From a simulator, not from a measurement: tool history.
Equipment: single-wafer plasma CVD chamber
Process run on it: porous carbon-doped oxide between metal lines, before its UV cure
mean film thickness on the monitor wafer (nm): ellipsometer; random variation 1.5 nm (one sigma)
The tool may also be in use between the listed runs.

run,hour,heater temperature setpoint (deg C),RF power (W),deposition time (s),mean film thickness on the monitor wafer (nm)
1,0,280,575,46.1,286.76
2,1.1,270,575,46.1,300.41
3,3.5,270,575,47.5,313.16
4,5.5,276,575,47.5,300.9
# hour 8.5: thermocouple changed; heater temperature recalibrated
5,8.5,276,575,46.1,296.78
6,14.6,268,575,46.1,314.39

Predict the results of run 7:
7,23.5,272,570,46.1,?

{"run 7": {"mean film thickness on the monitor wafer (nm)": 303.76}}
